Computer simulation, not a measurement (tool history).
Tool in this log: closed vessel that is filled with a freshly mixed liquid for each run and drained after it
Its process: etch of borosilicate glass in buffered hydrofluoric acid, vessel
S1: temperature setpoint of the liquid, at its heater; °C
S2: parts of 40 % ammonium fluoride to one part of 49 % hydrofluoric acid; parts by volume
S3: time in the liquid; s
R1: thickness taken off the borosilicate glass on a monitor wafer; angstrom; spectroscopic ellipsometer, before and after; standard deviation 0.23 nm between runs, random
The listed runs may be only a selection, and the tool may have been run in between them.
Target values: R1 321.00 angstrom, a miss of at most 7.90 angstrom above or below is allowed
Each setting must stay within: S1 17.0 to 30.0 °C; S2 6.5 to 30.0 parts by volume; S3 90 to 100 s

run	day	S1	S2	S3	R1
1	0.000	22.0	18.5	90	564.07
2	0.042	22.0	18.5	100	633.80
3	0.312	21.0	20.5	100	547.02
4	0.504	20.0	22.0	100	489.00
5	0.583	19.5	23.0	100	467.02
6	0.917	17.0	23.0	100	403.95
7	1.129	17.0	24.0	100	391.69
8	1.454	17.0	25.0	100	376.73
9	1.725	17.0	26.0	100	373.23

Below are 5 possible settings for the next run. Only one of them brings all results inside the allowed miss of their targets. Which is it?
A	1.996	18.0	29.0	95	?
B	1.996	17.0	25.5	90	?
C	1.996	17.5	20.5	100	?
D	1.996	17.0	22.0	95	?
E	1.996	17.0	27.5	90	?

move	R1
A	344.59
B	337.62
C	449.20
D	395.03
E	320.29
A: nearer the targets than the last run, but a result is still out of spec
B: nearer the targets than the last run, but a result is still out of spec
C: misses by more than the last run did
D: misses by more than the last run did
E: all results land within tolerance of their targets
Move E is the one to make.

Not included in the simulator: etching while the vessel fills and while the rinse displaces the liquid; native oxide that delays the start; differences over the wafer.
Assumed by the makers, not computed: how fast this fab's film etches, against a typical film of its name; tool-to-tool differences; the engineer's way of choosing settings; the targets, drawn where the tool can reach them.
